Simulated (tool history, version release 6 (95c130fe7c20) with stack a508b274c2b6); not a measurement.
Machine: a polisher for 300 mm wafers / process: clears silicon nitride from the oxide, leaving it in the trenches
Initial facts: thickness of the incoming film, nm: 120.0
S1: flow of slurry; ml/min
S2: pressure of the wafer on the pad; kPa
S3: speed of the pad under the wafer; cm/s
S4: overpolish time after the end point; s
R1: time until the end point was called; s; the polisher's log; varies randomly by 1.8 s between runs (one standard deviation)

run 1 hour=0 | S1=205 S2=15.2 S3=126 S4=8 | R1=125.44
run 2 hour=6.6 | S1=180 S2=15.2 S3=126 S4=8 | R1=128.63
run 3 hour=12.9 | S1=220 S2=15.2 S3=126 S4=8 | R1=123.44
run 4 hour=19.7 | S1=220 S2=15.2 S3=106 S4=8 | R1=147.04
run 5 hour=24 | S1=220 S2=15.2 S3=90 S4=8 | R1=171.53
run 6 hour=26.4 | S1=215 S2=14.5 S3=90 S4=8 | R1=181.32
run 7 hour=27.5 | S1=210 S2=14.5 S3=90 S4=8 | R1=180.34

The next listed run, before its measurement:
run 8 hour=28.2 | S1=205 S2=14.5 S3=90 S4=8 | R1=?

Run 8 yielded R1 180.61 s.
